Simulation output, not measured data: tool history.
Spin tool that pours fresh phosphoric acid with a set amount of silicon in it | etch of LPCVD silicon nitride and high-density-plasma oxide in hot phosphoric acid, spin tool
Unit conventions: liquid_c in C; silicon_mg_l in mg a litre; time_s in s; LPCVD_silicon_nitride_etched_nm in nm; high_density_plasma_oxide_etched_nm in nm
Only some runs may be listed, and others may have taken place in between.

run	hour	liquid_c	silicon_mg_l	time_s	LPCVD_silicon_nitride_etched_nm	high_density_plasma_oxide_etched_nm
1	0	160	12	100	10.076	0.36403
2	5.3	160	12	130	13.041	0.51298
3	9.7	161	10	130	13.738	0.57691
4	13.2	161.5	8	130	13.867	0.60509
5	16.4	162	6	130	13.849	0.68594
6	23	162	6	160	17.29	0.87653
7	27.8	161.5	4.5	160	17.11	0.76096

The next listed run, before its measurement:
8	28.6	162	3.5	155	?	?

{"run 8": {"LPCVD_silicon_nitride_etched_nm": 16.53, "high_density_plasma_oxide_etched_nm": 0.84061}}
